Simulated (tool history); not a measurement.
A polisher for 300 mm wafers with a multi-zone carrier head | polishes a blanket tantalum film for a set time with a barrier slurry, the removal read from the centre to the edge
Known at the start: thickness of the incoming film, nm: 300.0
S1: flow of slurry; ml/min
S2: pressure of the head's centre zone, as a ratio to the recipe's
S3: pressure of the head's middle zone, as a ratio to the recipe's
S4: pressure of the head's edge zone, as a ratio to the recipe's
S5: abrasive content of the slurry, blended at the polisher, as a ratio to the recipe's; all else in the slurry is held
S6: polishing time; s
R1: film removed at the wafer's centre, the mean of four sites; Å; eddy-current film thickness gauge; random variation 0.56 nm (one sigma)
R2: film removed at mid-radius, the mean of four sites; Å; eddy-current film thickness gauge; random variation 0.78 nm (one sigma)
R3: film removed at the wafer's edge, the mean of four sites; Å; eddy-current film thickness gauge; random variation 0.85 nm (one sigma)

Run 1, hour 0: S1 300 ml/min, S2 1, S3 1, S4 1, S5 1, S6 44 s. Result: R1 626.15 Å, R2 624.39 Å, R3 596.01 Å.
Run 2, hour 1.9: S1 300 ml/min, S2 1, S3 1, S4 1, S5 1, S6 53 s. Result: R1 749.4 Å, R2 749.06 Å, R3 736.52 Å.
Run 3, hour 8.4: S1 300 ml/min, S2 1, S3 1, S4 0.95, S5 1, S6 53 s. Result: R1 747.51 Å, R2 737.03 Å, R3 706.43 Å.
Run 4, hour 16.2: S1 300 ml/min, S2 0.92, S3 1, S4 0.95, S5 1, S6 53 s. Result: R1 690.95 Å, R2 743.48 Å, R3 720.3 Å.
At hour 21.5: slurry nozzle cleaned.
Run 5, hour 21.5: S1 320 ml/min, S2 0.99, S3 0.96, S4 0.93, S5 1, S6 53 s. Result: R1 768.52 Å, R2 738.05 Å, R3 732.64 Å.
Run 6, hour 26: S1 320 ml/min, S2 0.99, S3 0.96, S4 0.89, S5 1, S6 53 s. Result: R1 769.13 Å, R2 741.83 Å, R3 715.07 Å.
Run 7, hour 35: S1 335 ml/min, S2 1.03, S3 0.93, S4 0.88, S5 0.9, S6 53 s. Result: R1 765.14 Å, R2 721.53 Å, R3 697.1 Å.
Run 8, hour 39.5: S1 345 ml/min, S2 1.08, S3 0.9, S4 0.87, S5 0.9, S6 52 s. Result: R1 798.77 Å, R2 677.69 Å, R3 662.57 Å.

Forecast run 9:
Run 9, hour 41.1: S1 360 ml/min, S2 1.1, S3 0.89, S4 0.88, S5 0.9, S6 52 s. Result: R1 ?, R2 ?, R3 ?.

{"run 9": {"R1": 807.21, "R2": 662.1, "R3": 663.25}}
